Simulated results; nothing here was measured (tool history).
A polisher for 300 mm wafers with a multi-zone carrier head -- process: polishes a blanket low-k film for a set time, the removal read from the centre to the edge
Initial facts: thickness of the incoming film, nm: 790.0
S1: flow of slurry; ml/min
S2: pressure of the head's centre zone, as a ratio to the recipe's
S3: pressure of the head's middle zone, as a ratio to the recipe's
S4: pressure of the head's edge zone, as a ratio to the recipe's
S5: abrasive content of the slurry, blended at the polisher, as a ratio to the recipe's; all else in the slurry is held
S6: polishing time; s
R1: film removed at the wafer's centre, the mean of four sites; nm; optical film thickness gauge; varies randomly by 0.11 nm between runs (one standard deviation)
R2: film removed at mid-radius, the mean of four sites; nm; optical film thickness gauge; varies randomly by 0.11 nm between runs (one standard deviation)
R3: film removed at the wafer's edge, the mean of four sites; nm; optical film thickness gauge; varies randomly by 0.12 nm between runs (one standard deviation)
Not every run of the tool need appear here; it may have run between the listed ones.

{"run": 1, "hour": 0.0, "S1": 240, "S2": 1.0, "S3": 1.0, "S4": 1.0, "S5": 1.0, "S6": 39, "R1": 17.959, "R2": 19.382, "R3": 18.817}
{"run": 2, "hour": 2.5, "S1": 240, "S2": 1.0, "S3": 1.0, "S4": 1.0, "S5": 1.0, "S6": 32, "R1": 14.632, "R2": 15.814, "R3": 15.5}
{"run": 3, "hour": 10.2, "S1": 240, "S2": 1.0, "S3": 1.0, "S4": 1.03, "S5": 1.0, "S6": 32, "R1": 14.747, "R2": 15.857, "R3": 15.774}
{"run": 4, "hour": 12.6, "S1": 240, "S2": 1.0, "S3": 1.0, "S4": 1.03, "S5": 1.0, "S6": 42, "R1": 19.445, "R2": 20.799, "R3": 20.487}
{"run": 5, "hour": 19.3, "S1": 240, "S2": 1.0, "S3": 1.0, "S4": 1.03, "S5": 1.0, "S6": 35, "R1": 15.978, "R2": 17.331, "R3": 17.03}
{"run": 6, "hour": 22.9, "S1": 245, "S2": 1.01, "S3": 1.01, "S4": 0.99, "S5": 1.0, "S6": 35, "R1": 16.29, "R2": 17.379, "R3": 16.851}
{"run": 7, "hour": 23.4, "S1": 245, "S2": 1.02, "S3": 1.02, "S4": 0.96, "S5": 1.0, "S6": 35, "R1": 16.43, "R2": 17.618, "R3": 16.807}

Forecast run 8:
{"hour": 32.1, "done": "centre zone pressure recalibrated"}
{"run": 8, "hour": 32.1, "S1": 250, "S2": 1.03, "S3": 1.03, "S4": 0.93, "S5": 1.0, "S6": 35, "R1": "?", "R2": "?", "R3": "?"}

For run 8 the tool returned R1 17.671 nm, R2 17.884 nm, R3 16.180 nm.
